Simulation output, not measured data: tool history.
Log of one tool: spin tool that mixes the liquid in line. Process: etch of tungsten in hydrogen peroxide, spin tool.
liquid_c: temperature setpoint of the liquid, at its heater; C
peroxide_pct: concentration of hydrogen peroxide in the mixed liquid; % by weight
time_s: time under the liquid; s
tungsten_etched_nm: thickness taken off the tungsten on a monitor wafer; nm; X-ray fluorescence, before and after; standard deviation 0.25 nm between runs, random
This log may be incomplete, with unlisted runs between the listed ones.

{"run": 1, "hour": 0.0, "liquid_c": 48.0, "peroxide_pct": 17.0, "time_s": 50, "tungsten_etched_nm": 65.869}
{"run": 2, "hour": 3.7, "liquid_c": 48.0, "peroxide_pct": 14.0, "time_s": 50, "tungsten_etched_nm": 60.078}
{"run": 3, "hour": 7.7, "liquid_c": 48.0, "peroxide_pct": 12.5, "time_s": 50, "tungsten_etched_nm": 57.023}
{"run": 4, "hour": 9.8, "liquid_c": 47.0, "peroxide_pct": 12.5, "time_s": 50, "tungsten_etched_nm": 52.632}
{"run": 5, "hour": 12.2, "liquid_c": 47.0, "peroxide_pct": 15.0, "time_s": 50, "tungsten_etched_nm": 57.91}
{"run": 6, "hour": 18.1, "liquid_c": 47.0, "peroxide_pct": 15.0, "time_s": 50, "tungsten_etched_nm": 58.693}
{"run": 7, "hour": 19.0, "liquid_c": 45.5, "peroxide_pct": 15.0, "time_s": 50, "tungsten_etched_nm": 52.289}

Run 8, settings as shown, results not yet in. Your forecast:
{"run": 8, "hour": 26.8, "liquid_c": 44.5, "peroxide_pct": 15.0, "time_s": 50, "tungsten_etched_nm": "?"}

Run 8 gave tungsten_etched_nm 50.438 nm.
